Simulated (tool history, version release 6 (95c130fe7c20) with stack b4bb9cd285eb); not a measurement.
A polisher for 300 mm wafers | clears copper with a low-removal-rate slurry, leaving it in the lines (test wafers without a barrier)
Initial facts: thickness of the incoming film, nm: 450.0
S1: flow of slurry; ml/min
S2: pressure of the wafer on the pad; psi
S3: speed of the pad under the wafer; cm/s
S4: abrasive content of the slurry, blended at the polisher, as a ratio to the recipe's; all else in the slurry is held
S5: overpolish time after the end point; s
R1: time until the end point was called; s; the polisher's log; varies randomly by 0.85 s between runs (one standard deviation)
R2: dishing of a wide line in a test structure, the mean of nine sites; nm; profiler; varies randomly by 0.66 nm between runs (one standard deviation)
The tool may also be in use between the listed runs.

run,hour,S1,S2,S3,S4,S5,R1,R2
1,0.0,140,3.7,116,1.0,26,119.010,56.070
2,9.0,150,4.2,118,1.0,20,104.260,51.805
3,11.4,155,4.6,118,1.0,17,97.923,47.786
4,14.0,155,5.0,118,1.0,16,91.332,47.350
5,17.0,160,5.3,118,1.0,16,86.588,51.110
6,24.6,160,5.5,120,1.0,15,84.055,47.892
7,26.8,165,5.6,122,1.0,15,78.904,50.826

The next listed run, before its measurement:
8,31.8,170,5.7,122,1.0,15,?,?

R1: 79.581 s
R2: 51.603 nm

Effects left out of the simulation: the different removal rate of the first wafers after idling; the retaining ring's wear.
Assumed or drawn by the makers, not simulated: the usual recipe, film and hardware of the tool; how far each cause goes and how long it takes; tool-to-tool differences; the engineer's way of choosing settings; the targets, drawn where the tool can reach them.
